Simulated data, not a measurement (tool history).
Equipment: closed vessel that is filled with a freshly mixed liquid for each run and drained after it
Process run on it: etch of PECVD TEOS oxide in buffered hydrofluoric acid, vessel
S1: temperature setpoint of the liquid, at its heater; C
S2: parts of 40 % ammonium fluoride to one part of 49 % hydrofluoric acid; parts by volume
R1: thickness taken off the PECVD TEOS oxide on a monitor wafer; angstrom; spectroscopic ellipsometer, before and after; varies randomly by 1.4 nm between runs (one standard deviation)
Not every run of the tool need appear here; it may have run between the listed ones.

Run 1, hour 0: S1 20 C, S2 8.5 parts by volume, time in the liquid (s) 95. Result: R1 2237.8 angstrom.
Run 2, hour 4.4: S1 21.5 C, S2 8.5 parts by volume, time in the liquid (s) 95. Result: R1 2415.2 angstrom.
Run 3, hour 8.7: S1 22.5 C, S2 8.5 parts by volume, time in the liquid (s) 95. Result: R1 2550.6 angstrom.
Run 4, hour 12.8: S1 20.5 C, S2 8.5 parts by volume, time in the liquid (s) 95. Result: R1 2306.3 angstrom.
Run 5, hour 21.8: S1 20.5 C, S2 8.5 parts by volume, time in the liquid (s) 95. Result: R1 2282.5 angstrom.
Run 6, hour 30.5: S1 22 C, S2 8.5 parts by volume, time in the liquid (s) 95. Result: R1 2488.5 angstrom.

Predict the results of run 7:
Run 7, hour 33.7: S1 23 C, S2 8.5 parts by volume, time in the liquid (s) 95. Result: R1 ?.

{"run 7": {"R1": 2628.1}}
